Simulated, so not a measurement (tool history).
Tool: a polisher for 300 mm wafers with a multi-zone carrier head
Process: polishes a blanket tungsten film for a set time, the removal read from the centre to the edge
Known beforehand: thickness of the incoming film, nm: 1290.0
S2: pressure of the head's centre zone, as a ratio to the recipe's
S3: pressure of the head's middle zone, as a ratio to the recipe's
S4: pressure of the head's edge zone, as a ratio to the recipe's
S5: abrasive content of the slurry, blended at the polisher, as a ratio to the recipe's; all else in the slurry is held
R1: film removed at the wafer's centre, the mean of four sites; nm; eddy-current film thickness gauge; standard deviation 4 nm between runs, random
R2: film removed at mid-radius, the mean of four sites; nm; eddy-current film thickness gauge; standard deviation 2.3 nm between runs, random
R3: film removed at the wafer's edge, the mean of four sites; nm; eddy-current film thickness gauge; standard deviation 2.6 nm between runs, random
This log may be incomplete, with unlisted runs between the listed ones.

run 1 hour=0.0 | flow_of_slurry_(ml/min)=175 S2=1.00 S3=1.00 S4=1.00 S5=1.00 polishing_time_(s)=67 | R1=507.64 R2=507.46 R3=496.56
run 2 hour=4.7 | flow_of_slurry_(ml/min)=175 S2=1.00 S3=1.00 S4=1.03 S5=1.00 polishing_time_(s)=67 | R1=510.92 R2=516.05 R3=503.15
run 3 hour=13.4 | flow_of_slurry_(ml/min)=205 S2=1.00 S3=1.00 S4=1.03 S5=1.00 polishing_time_(s)=67 | R1=522.04 R2=523.39 R3=509.82
run 4 hour=16.5 | flow_of_slurry_(ml/min)=240 S2=1.00 S3=1.00 S4=1.03 S5=1.00 polishing_time_(s)=67 | R1=525.04 R2=520.89 R3=512.13
run 5 hour=20.3 | flow_of_slurry_(ml/min)=270 S2=1.00 S3=1.00 S4=1.03 S5=1.00 polishing_time_(s)=67 | R1=524.71 R2=522.05 R3=515.20
run 6 hour=27.7 | flow_of_slurry_(ml/min)=270 S2=1.00 S3=1.00 S4=1.03 S5=0.80 polishing_time_(s)=67 | R1=506.35 R2=503.76 R3=496.38
run 7 hour=33.3 | flow_of_slurry_(ml/min)=270 S2=1.01 S3=1.00 S4=0.99 S5=0.75 polishing_time_(s)=62 | R1=463.31 R2=462.41 R3=448.53
run 8 hour=41.2 | flow_of_slurry_(ml/min)=270 S2=1.03 S3=1.01 S4=0.96 S5=0.70 polishing_time_(s)=58 | R1=438.15 R2=430.17 R3=412.51
run 9 hour=42.0 | flow_of_slurry_(ml/min)=220 S2=1.10 S3=1.09 S4=0.86 S5=0.50 polishing_time_(s)=44 | R1=332.44 R2=320.90 R3=274.22

Run 10 has not been measured yet. What should we expect?
run 10 hour=49.6 | flow_of_slurry_(ml/min)=255 S2=1.08 S3=1.09 S4=0.92 S5=0.50 polishing_time_(s)=44 | R1=? R2=? R3=?

R1: 326.03 nm
R2: 322.10 nm
R3: 288.35 nm

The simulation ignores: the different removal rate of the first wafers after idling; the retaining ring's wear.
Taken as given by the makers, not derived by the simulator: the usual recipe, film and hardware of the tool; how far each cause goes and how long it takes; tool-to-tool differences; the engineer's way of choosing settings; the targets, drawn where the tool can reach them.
